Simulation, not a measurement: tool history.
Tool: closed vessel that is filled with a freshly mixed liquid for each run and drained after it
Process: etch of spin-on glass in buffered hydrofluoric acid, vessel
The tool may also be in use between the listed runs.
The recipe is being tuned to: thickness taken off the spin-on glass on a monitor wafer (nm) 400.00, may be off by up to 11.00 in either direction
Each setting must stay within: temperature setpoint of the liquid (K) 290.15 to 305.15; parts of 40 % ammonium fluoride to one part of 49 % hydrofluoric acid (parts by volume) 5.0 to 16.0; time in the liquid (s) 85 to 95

| run | hour | temperature setpoint of the liquid (K) | parts of 40 % ammonium fluoride to one part of 49 % hydrofluoric acid (parts by volume) | time in the liquid (s) | thickness taken off the spin-on glass on a monitor wafer (nm) |
|---|---|---|---|---|---|
| 1 | 0.0 | 297.15 | 9.5 | 85 | 321.15 |
| 2 | 4.2 | 297.15 | 9.5 | 85 | 320.94 |
| 3 | 11.5 | 298.65 | 9.5 | 85 | 352.59 |
| 4 | 18.7 | 299.65 | 9.5 | 85 | 368.33 |
| 5 | 24.2 | 299.65 | 11.5 | 85 | 315.36 |
| 6 | 25.8 | 297.15 | 11.5 | 85 | 275.08 |
| 7 | 32.3 | 298.15 | 11.5 | 85 | 292.00 |
| 8 | 33.7 | 298.65 | 11.5 | 85 | 298.48 |
| 9 | 37.3 | 299.15 | 11.5 | 85 | 304.27 |
| 10 | 42.6 | 299.65 | 11.5 | 85 | 314.32 |
| 11 | 44.6 | 299.65 | 11.5 | 85 | 318.10 |
| 12 | 48.7 | 300.15 | 11.5 | 85 | 323.25 |
| 13 | 57.2 | 300.65 | 11.5 | 85 | 332.45 |
| 14 | 66.2 | 301.15 | 11.5 | 85 | 341.49 |
| 15 | 69.6 | 301.65 | 11.5 | 85 | 353.71 |
| 16 | 74.5 | 302.65 | 11.5 | 85 | 373.20 |
| 17 | 78.3 | 303.15 | 11.5 | 85 | 378.18 |

Below are 4 possible settings for the next run. Only one of them brings all results inside the allowed miss of their targets. Which is it?
| A | 82.1 | 303.65 | 10.5 | 85 | ? |
| B | 82.1 | 301.65 | 10.5 | 90 | ? |
| C | 82.1 | 302.65 | 11.5 | 85 | ? |
| D | 82.1 | 301.15 | 12.0 | 95 | ? |

| move | thickness taken off the spin-on glass on a monitor wafer (nm) |
|---|---|
| A | 418.48 |
| B | 398.86 |
| C | 370.66 |
| D | 367.16 |
A: moves the result that the last run missed by most past its target, out the other side
B: every result lands within tolerance
C: misses by more than the last run did
D: misses by more than the last run did
The right move is B.
